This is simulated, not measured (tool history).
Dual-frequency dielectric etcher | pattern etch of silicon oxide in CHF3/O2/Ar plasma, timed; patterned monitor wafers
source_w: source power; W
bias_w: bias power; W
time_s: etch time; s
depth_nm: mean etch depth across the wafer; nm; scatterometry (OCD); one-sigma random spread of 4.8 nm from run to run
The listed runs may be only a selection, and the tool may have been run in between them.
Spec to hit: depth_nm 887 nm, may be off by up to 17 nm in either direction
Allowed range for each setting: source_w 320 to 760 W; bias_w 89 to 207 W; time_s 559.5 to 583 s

Run 1, hour 0: source_w 540 W, bias_w 148 W, time_s 559.5 s. Result: depth_nm 1075.8 nm.
Run 2, hour 4.4: source_w 480 W, bias_w 141 W, time_s 559.5 s. Result: depth_nm 987.84 nm.
Run 3, hour 12.8: source_w 480 W, bias_w 141 W, time_s 583 s. Result: depth_nm 1023 nm.
Run 4, hour 21.5: source_w 450 W, bias_w 140 W, time_s 583 s. Result: depth_nm 984.65 nm.
Run 5, hour 29.5: source_w 450 W, bias_w 166 W, time_s 583 s. Result: depth_nm 1018.1 nm.
Run 6, hour 35.2: source_w 450 W, bias_w 191 W, time_s 583 s. Result: depth_nm 1081.4 nm.
Run 7, hour 38.5: source_w 410 W, bias_w 185 W, time_s 581 s. Result: depth_nm 996.18 nm.
Run 8, hour 42: source_w 390 W, bias_w 184 W, time_s 581 s. Result: depth_nm 959.84 nm.
Run 9, hour 46.2: source_w 380 W, bias_w 184 W, time_s 581 s. Result: depth_nm 954.78 nm.
Run 10, hour 53: source_w 370 W, bias_w 184 W, time_s 581 s. Result: depth_nm 931.97 nm.
Run 11, hour 60.1: source_w 320 W, bias_w 179 W, time_s 580 s. Result: depth_nm 798.12 nm.
Run 12, hour 61.5: source_w 330 W, bias_w 179 W, time_s 580 s. Result: depth_nm 831.36 nm.
Run 13, hour 62.6: source_w 340 W, bias_w 179 W, time_s 580 s. Result: depth_nm 850.74 nm.

5 candidate next runs follow, results not yet known. Just one meets every target within its allowed miss. Identify it.
Run A, hour 63.7: source_w 350 W, bias_w 168 W, time_s 581 s. Result: depth_nm ?.
Run B, hour 63.7: source_w 390 W, bias_w 134 W, time_s 583 s. Result: depth_nm ?.
Run C, hour 63.7: source_w 340 W, bias_w 173 W, time_s 583 s. Result: depth_nm ?.
Run D, hour 63.7: source_w 330 W, bias_w 202 W, time_s 559.5 s. Result: depth_nm ?.
Run E, hour 63.7: source_w 350 W, bias_w 182 W, time_s 564.5 s. Result: depth_nm ?.

move  depth_nm
   A    859.87
   B    878.67
   C    844.41
   D     822.9
   E    855.87
A: closes in on the targets versus the last run, not all within tolerance yet
B: in spec on every target
C: moves away from the targets compared with the last run
D: moves away from the targets compared with the last run
E: closes in on the targets versus the last run, not all within tolerance yet
Move B is the one to make.

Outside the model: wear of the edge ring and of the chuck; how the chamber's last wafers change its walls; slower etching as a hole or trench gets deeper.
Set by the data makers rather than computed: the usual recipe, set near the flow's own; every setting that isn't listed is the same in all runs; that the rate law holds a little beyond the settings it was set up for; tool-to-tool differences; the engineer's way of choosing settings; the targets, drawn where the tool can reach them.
